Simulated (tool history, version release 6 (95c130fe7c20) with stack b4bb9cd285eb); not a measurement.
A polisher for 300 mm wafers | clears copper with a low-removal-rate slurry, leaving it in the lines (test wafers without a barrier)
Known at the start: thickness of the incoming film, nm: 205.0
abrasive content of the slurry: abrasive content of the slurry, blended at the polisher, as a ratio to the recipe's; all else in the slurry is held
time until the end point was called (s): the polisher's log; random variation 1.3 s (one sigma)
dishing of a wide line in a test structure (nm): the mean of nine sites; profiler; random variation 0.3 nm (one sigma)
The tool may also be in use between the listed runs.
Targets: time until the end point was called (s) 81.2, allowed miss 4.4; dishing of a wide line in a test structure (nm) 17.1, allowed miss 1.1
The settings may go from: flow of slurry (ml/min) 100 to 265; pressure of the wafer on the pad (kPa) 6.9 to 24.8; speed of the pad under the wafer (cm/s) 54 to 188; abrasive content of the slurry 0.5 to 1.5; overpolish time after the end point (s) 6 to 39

run	day	flow of slurry (ml/min)	pressure of the wafer on the pad (kPa)	speed of the pad under the wafer (cm/s)	abrasive content of the slurry	overpolish time after the end point (s)	time until the end point was called (s)	dishing of a wide line in a test structure (nm)
1	0	170	15.9	120	1	20	80.915	32.443
2	0.283	170	15.9	144	1	20	65.136	38.002
3	0.483	175	14.5	146	1	15	73.569	28.809
4	0.538	210	14.5	146	1	15	69.728	29.539
5	0.567	210	14.5	166	1	15	59.386	32.281
6	0.892	230	12.4	170	0.95	12	67.953	25.357
7	1.267	235	11.7	172	0.9	10	71.207	20.505
8	1.304	235	11	172	0.9	10	78.171	19.964
9	1.508	235	11	172	0.9	9	76.782	18.172

Which of these 4 next moves meets every target?
A	1.712	250	10.3	140	0.95	11	?	?
B	1.712	200	10.3	160	0.7	12	?	?
C	1.712	225	9.7	186	1	9	?	?
D	1.712	250	9	166	1.2	10	?	?

move	time until the end point was called (s)	dishing of a wide line in a test structure (nm)
A	98.636	17.169
B	95.427	19.033
C	80.501	17.176
D	91.487	16.811
A: takes the result that was furthest off past its target
B: takes the result that was furthest off past its target
C: meets every target
D: takes the result that was furthest off past its target
The right move is C.
